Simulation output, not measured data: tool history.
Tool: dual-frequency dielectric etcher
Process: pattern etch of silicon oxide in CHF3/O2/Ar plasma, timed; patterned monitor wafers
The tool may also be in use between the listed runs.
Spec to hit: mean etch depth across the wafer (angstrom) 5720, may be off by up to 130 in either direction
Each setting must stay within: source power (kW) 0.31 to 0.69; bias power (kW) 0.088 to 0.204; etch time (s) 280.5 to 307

run,hour,source power (kW),bias power (kW),etch time (s),mean etch depth across the wafer (angstrom)
1,0,0.5,0.146,307,4724.2
2,8.2,0.5,0.146,307,4730.9
3,12.4,0.42,0.146,307,4385.8
4,19.3,0.5,0.153,307,4816.1
5,25.8,0.43,0.153,307,4456
6,26.8,0.48,0.153,307,4722.2
7,30.6,0.58,0.165,307,5236.7
8,35.6,0.61,0.167,307,5417.6

Which of these 5 next moves meets every target?
A,40.6,0.58,0.19,287.5,?
B,40.6,0.62,0.19,287.5,?
C,40.6,0.59,0.166,289,?
D,40.6,0.63,0.17,299,?
E,40.6,0.63,0.185,307,?

move,mean etch depth across the wafer (angstrom)
A,5170.4
B,5325.7
C,5008.1
D,5376.8
E,5676.5
A: the biggest miss grows against the last run
B: the biggest miss grows against the last run
C: the biggest miss grows against the last run
D: the biggest miss grows against the last run
E: in spec on every target
Go with E: it meets all targets.
